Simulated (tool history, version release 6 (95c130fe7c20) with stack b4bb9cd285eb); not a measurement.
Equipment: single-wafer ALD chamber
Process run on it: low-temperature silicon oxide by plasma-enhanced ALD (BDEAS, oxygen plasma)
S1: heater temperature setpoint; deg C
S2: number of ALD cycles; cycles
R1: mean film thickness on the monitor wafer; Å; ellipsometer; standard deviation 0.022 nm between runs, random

Run 1, hour 0.0: S1 95 deg C, S2 57 cycles. Result: R1 77.510 Å.
Run 2, hour 2.8: S1 97 deg C, S2 54 cycles. Result: R1 72.676 Å.
Run 3, hour 9.5: S1 87 deg C, S2 54 cycles. Result: R1 75.504 Å.
Run 4, hour 12.3: S1 93 deg C, S2 54 cycles. Result: R1 73.658 Å.
Run 5, hour 20.8: S1 93 deg C, S2 61 cycles. Result: R1 83.852 Å.
Run 6, hour 22.6: S1 95 deg C, S2 57 cycles. Result: R1 77.987 Å.
Run 7, hour 23.5: S1 96 deg C, S2 54 cycles. Result: R1 73.863 Å.
Run 8, hour 25.2: S1 99 deg C, S2 51 cycles. Result: R1 68.435 Å.
Run 9, hour 32.2: S1 100 deg C, S2 49 cycles. Result: R1 65.376 Å.
Run 10, hour 39.2: S1 109 deg C, S2 40 cycles. Result: R1 52.523 Å.
Run 11, hour 46.8: S1 108 deg C, S2 40 cycles. Result: R1 52.578 Å.

What does the tool deliver on the next run?
Run 12, hour 55.9: S1 107 deg C, S2 40 cycles. Result: R1 ?.

R1: 52.897 Å
